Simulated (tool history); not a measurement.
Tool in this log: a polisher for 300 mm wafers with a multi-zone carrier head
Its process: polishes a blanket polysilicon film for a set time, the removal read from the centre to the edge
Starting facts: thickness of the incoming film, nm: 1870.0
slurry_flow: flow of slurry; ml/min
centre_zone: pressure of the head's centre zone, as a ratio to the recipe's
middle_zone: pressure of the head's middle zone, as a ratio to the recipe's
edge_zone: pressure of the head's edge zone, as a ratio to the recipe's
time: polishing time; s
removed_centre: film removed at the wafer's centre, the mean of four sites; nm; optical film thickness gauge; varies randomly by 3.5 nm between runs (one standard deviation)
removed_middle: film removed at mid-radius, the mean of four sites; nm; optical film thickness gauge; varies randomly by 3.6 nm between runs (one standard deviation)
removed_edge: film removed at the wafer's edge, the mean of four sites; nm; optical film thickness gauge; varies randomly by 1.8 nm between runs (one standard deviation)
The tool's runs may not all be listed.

| run | hour | slurry_flow | centre_zone | middle_zone | edge_zone | time | removed_centre | removed_middle | removed_edge |
|---|---|---|---|---|---|---|---|---|---|
| 1 | 0.0 | 275 | 1.00 | 1.00 | 1.00 | 55 | 428.97 | 418.98 | 427.50 |
| 2 | 7.0 | 270 | 0.99 | 0.98 | 0.98 | 52 | 406.07 | 402.18 | 402.90 |
| 3 | 13.0 | 215 | 0.99 | 0.98 | 0.98 | 52 | 386.55 | 374.91 | 392.13 |
| 4 | 18.0 | 215 | 0.93 | 0.98 | 0.98 | 52 | 373.81 | 393.86 | 399.87 |
| 5 | 24.9 | 215 | 0.86 | 0.98 | 0.98 | 52 | 357.77 | 377.84 | 392.79 |
| 6 | 33.8 | 215 | 0.94 | 0.98 | 0.98 | 52 | 376.30 | 380.73 | 395.22 |
| 7 | 41.8 | 210 | 0.95 | 0.96 | 0.97 | 50 | 368.93 | 358.49 | 384.04 |

Expected results for the next run?
| 8 | 47.1 | 205 | 0.95 | 0.96 | 0.96 | 48 | ? | ? | ? |

{"run 8": {"removed_centre": 346.87, "removed_middle": 346.11, "removed_edge": 363.9}}
